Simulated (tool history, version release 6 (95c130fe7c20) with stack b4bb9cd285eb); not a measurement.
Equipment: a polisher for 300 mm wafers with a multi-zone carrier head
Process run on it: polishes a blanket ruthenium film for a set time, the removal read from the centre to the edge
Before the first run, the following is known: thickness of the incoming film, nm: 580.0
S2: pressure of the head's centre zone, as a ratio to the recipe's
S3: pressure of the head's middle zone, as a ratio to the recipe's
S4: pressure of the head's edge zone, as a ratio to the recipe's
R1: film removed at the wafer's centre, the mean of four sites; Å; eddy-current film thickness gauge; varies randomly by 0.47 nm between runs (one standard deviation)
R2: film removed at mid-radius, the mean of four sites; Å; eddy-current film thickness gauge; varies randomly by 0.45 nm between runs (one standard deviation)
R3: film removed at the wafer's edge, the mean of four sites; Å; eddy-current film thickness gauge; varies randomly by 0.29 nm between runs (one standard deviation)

Run 1, hour 0: flow of slurry (ml/min) 245, S2 1, S3 1, S4 1, polishing time (s) 39. Result: R1 304.28 Å, R2 304.86 Å, R3 294.86 Å.
Run 2, hour 8: flow of slurry (ml/min) 275, S2 1, S3 1, S4 1, polishing time (s) 39. Result: R1 308.99 Å, R2 297.75 Å, R3 295.92 Å.
Run 3, hour 14.4: flow of slurry (ml/min) 275, S2 1.01, S3 1.01, S4 1.01, polishing time (s) 40. Result: R1 320.28 Å, R2 314.25 Å, R3 301.01 Å.
Run 4, hour 16: flow of slurry (ml/min) 275, S2 1.01, S3 1.01, S4 1.09, polishing time (s) 40. Result: R1 314.54 Å, R2 310.69 Å, R3 317.7 Å.
Run 5, hour 18.2: flow of slurry (ml/min) 275, S2 1.02, S3 1.02, S4 1.09, polishing time (s) 40. Result: R1 315.29 Å, R2 308.62 Å, R3 315.29 Å.
Run 6, hour 20.2: flow of slurry (ml/min) 275, S2 1.02, S3 1.02, S4 1.09, polishing time (s) 33. Result: R1 258.16 Å, R2 255.77 Å, R3 258.8 Å.
Run 7, hour 26: flow of slurry (ml/min) 275, S2 1.03, S3 1.03, S4 1.09, polishing time (s) 34. Result: R1 275.28 Å, R2 271.32 Å, R3 268.04 Å.
Run 8, hour 33.9: flow of slurry (ml/min) 275, S2 1.04, S3 1.04, S4 1.09, polishing time (s) 35. Result: R1 289.47 Å, R2 284.33 Å, R3 275.32 Å.
Run 9, hour 37.7: flow of slurry (ml/min) 275, S2 1.05, S3 1.05, S4 1.1, polishing time (s) 36. Result: R1 297.39 Å, R2 291.55 Å, R3 285.84 Å.
Run 10, hour 46.1: flow of slurry (ml/min) 275, S2 1.06, S3 1.06, S4 1.1, polishing time (s) 37. Result: R1 309.93 Å, R2 301.14 Å, R3 290.9 Å.
Run 11, hour 51.1: flow of slurry (ml/min) 275, S2 1.07, S3 1.07, S4 1.1, polishing time (s) 38. Result: R1 322.37 Å, R2 305.79 Å, R3 298.02 Å.
Run 12, hour 58.3: flow of slurry (ml/min) 275, S2 1.07, S3 1.08, S4 1.1, polishing time (s) 39. Result: R1 324.88 Å, R2 321.14 Å, R3 307.36 Å.
Run 13, hour 64.6: flow of slurry (ml/min) 275, S2 1.08, S3 1.09, S4 1.1, polishing time (s) 39. Result: R1 326.72 Å, R2 326.37 Å, R3 309.22 Å.
Run 14, hour 67.7: flow of slurry (ml/min) 275, S2 1.09, S3 1.1, S4 1.1, polishing time (s) 39. Result: R1 329.3 Å, R2 329.58 Å, R3 309.77 Å.
Run 15, hour 75.7: flow of slurry (ml/min) 275, S2 1.1, S3 1.11, S4 1.1, polishing time (s) 39. Result: R1 339.26 Å, R2 328.37 Å, R3 309.43 Å.
Run 16, hour 77.2: flow of slurry (ml/min) 275, S2 1.11, S3 1.12, S4 1.1, polishing time (s) 39. Result: R1 339.98 Å, R2 330.28 Å, R3 304.82 Å.
Run 17, hour 80.1: flow of slurry (ml/min) 275, S2 1.12, S3 1.13, S4 1.11, polishing time (s) 39. Result: R1 346.18 Å, R2 332.13 Å, R3 312.38 Å.

Run 18 is up next; what results do you expect?
Run 18, hour 86.7: flow of slurry (ml/min) 275, S2 1.12, S3 1.14, S4 1.11, polishing time (s) 39. Result: R1 ?, R2 ?, R3 ?.

{"run 18": {"R1": 343.43, "R2": 338.61, "R3": 314.34}}
